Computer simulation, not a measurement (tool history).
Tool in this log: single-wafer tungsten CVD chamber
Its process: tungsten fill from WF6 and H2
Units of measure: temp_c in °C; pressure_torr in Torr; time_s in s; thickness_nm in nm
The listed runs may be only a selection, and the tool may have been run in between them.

{"run": 1, "day": 0.0, "temp_c": 390, "pressure_torr": 39, "time_s": 29.6, "thickness_nm": 77.444}
{"run": 2, "day": 0.312, "temp_c": 386, "pressure_torr": 38.9, "time_s": 29.6, "thickness_nm": 71.887}
{"run": 3, "day": 0.404, "temp_c": 386, "pressure_torr": 38.9, "time_s": 29.6, "thickness_nm": 72.347}
{"run": 4, "day": 0.729, "temp_c": 383, "pressure_torr": 38.8, "time_s": 29.6, "thickness_nm": 68.706}
{"run": 5, "day": 1.042, "temp_c": 381, "pressure_torr": 38.7, "time_s": 29.6, "thickness_nm": 66.314}
{"run": 6, "day": 1.292, "temp_c": 379, "pressure_torr": 38.6, "time_s": 29.6, "thickness_nm": 63.465}
{"run": 7, "day": 1.483, "temp_c": 378, "pressure_torr": 38.6, "time_s": 29.6, "thickness_nm": 61.731}

Predict the results of run 8:
{"run": 8, "day": 1.521, "temp_c": 377, "pressure_torr": 38.6, "time_s": 29.6, "thickness_nm": "?"}

{"run 8": {"thickness_nm": 60.981}}

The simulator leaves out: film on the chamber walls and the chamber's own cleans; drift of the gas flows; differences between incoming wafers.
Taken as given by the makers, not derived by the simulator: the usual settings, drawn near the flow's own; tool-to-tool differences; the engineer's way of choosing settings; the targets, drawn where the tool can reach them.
